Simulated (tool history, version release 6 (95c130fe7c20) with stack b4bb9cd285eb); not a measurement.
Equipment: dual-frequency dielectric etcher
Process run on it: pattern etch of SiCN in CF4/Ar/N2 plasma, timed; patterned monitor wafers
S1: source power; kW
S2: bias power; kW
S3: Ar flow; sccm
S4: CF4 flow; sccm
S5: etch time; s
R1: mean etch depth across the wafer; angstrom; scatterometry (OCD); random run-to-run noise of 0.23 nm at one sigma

run,hour,S1,S2,S3,S4,S5,R1
1,0.0,0.330,0.095,95,48,68.0,447.77
2,4.3,0.310,0.094,95,48,68.0,426.10
3,8.5,0.310,0.094,95,51,68.0,430.67
4,13.9,0.280,0.094,95,51,68.0,406.06
5,15.3,0.260,0.092,96,51,68.0,371.37
6,23.0,0.260,0.092,96,46,68.0,372.26
7,31.2,0.250,0.092,96,46,68.0,360.54

Expected results for the next run?
8,38.3,0.240,0.092,96,46,68.0,?

Run 8 came out at R1 352.70 angstrom.
